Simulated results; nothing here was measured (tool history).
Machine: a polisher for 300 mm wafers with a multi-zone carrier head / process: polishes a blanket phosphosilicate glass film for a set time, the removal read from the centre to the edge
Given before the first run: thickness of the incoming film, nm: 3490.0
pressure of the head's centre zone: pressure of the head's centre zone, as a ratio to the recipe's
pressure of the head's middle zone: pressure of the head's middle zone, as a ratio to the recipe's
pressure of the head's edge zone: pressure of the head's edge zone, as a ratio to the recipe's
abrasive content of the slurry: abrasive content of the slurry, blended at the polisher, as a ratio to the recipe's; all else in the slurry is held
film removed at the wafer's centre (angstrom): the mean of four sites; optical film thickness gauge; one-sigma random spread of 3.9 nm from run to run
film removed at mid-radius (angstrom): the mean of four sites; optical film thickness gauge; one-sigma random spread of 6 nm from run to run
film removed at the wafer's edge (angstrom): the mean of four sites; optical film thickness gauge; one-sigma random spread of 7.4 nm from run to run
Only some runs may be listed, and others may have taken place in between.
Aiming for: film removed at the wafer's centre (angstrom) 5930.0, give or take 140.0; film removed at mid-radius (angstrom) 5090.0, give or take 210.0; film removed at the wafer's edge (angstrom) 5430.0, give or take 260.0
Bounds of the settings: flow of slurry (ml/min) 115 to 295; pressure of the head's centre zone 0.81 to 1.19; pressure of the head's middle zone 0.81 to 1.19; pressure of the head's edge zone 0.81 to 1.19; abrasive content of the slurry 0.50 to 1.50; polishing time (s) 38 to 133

run,hour,flow of slurry (ml/min),pressure of the head's centre zone,pressure of the head's middle zone,pressure of the head's edge zone,abrasive content of the slurry,polishing time (s),film removed at the wafer's centre (angstrom),film removed at mid-radius (angstrom),film removed at the wafer's edge (angstrom)
1,0.0,190,1.00,1.00,1.00,1.00,85,10199.0,10043.0,10361.0
2,6.3,190,1.00,0.97,0.97,0.90,79,9113.4,8576.9,9076.6
3,11.5,190,1.00,0.97,1.03,0.90,79,9129.8,8768.3,9588.3
4,14.3,190,1.00,0.96,0.98,0.80,74,8081.6,7604.8,8219.2
5,17.9,190,1.00,0.95,0.94,0.75,71,7513.0,7081.0,7560.5
6,19.3,190,1.00,0.99,0.94,0.75,71,7453.8,7284.5,7332.0
7,26.8,185,1.01,0.97,0.91,0.70,69,7001.9,6767.0,6871.8
8,33.4,185,1.02,0.95,0.89,0.65,67,6580.0,6116.4,6265.0
9,36.0,175,1.02,0.93,0.87,0.65,67,6591.9,5966.2,6245.8
10,40.1,180,1.03,0.89,0.82,0.50,61,5165.5,4608.9,4886.2
11,44.2,220,1.09,0.94,0.92,0.50,59,5520.1,4826.2,5137.4
12,52.7,220,1.10,0.95,0.93,0.50,59,5552.5,4840.2,4950.4
13,58.0,220,1.10,0.95,0.95,0.50,59,5619.3,4881.2,5194.3
14,62.1,220,1.11,0.96,0.96,0.50,59,5642.6,4867.9,5091.3
15,64.2,220,1.11,0.96,0.97,0.50,59,5658.2,4902.6,5016.9
16,68.3,225,1.11,0.96,0.98,0.50,59,5660.4,4739.2,5201.8
17,76.8,225,1.11,0.97,0.99,0.50,59,5702.0,4890.0,5179.1
18,82.4,225,1.11,0.97,1.00,0.50,59,5648.6,4946.5,5326.4
19,87.4,225,1.12,0.97,1.01,0.50,59,5624.0,4863.3,5307.3

4 next moves are on the table. One of them brings every result within its allowed miss. Which?
A,92.4,220,1.13,0.85,1.11,0.50,58,?,?,?
B,92.4,205,1.07,1.01,1.06,0.60,55,?,?,?
C,92.4,255,1.15,0.87,0.94,0.70,47,?,?,?
D,92.4,230,1.14,0.99,1.04,0.55,57,?,?,?

move,film removed at the wafer's centre (angstrom),film removed at mid-radius (angstrom),film removed at the wafer's edge (angstrom)
A,5671.8,4309.9,5398.6
B,5592.3,5119.8,5482.3
C,5729.6,4349.3,4909.3
D,5976.9,5060.7,5433.9
A: further off than the last run
B: further off than the last run
C: further off than the last run
D: in spec on every target
So the answer is move D, the one that meets all the targets.

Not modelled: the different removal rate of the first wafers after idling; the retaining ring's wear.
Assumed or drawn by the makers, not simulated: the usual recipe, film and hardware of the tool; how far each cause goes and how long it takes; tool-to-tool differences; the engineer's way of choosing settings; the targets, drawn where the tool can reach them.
